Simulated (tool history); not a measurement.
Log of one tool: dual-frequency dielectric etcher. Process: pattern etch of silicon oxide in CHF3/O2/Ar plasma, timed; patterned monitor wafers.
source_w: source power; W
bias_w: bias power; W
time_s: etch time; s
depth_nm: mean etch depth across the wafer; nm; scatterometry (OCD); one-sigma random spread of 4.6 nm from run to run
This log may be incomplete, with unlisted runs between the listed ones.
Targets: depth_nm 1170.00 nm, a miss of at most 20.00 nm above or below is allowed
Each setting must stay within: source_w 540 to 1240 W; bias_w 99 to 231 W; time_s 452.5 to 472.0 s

run    day  source_w  bias_w  time_s  depth_nm
  1  0.000       890     165   452.5   1014.70
  2  0.292       890     165   452.5   1003.70
  3  0.500       890     141   452.5    951.00
  4  0.604       950     146   453.0    996.58
     0.708  -- bias power generator calibrated
  5  0.708       950     146   472.0   1062.00
  6  0.854       980     147   472.0   1078.80
  7  1.154      1010     148   472.0   1096.10
  8  1.392      1030     149   472.0   1115.10
  9  1.721      1040     149   472.0   1118.40

Exactly one of the 5 candidate moves below puts every result within its allowed miss. Which one?
  A  2.050      1140     152   466.5         ?
  B  2.050      1060     143   468.5         ?
  C  2.050      1020     137   469.5         ?
  D  2.050       960     156   465.0         ?
  E  2.050      1010     147   452.5         ?

move  depth_nm
   A   1156.80
   B   1095.80
   C   1060.10
   D   1071.70
   E   1044.80
A: all results land within tolerance of their targets
B: the biggest miss grows against the last run
C: the biggest miss grows against the last run
D: the biggest miss grows against the last run
E: the biggest miss grows against the last run
A is the move that brings every result within its allowed miss.

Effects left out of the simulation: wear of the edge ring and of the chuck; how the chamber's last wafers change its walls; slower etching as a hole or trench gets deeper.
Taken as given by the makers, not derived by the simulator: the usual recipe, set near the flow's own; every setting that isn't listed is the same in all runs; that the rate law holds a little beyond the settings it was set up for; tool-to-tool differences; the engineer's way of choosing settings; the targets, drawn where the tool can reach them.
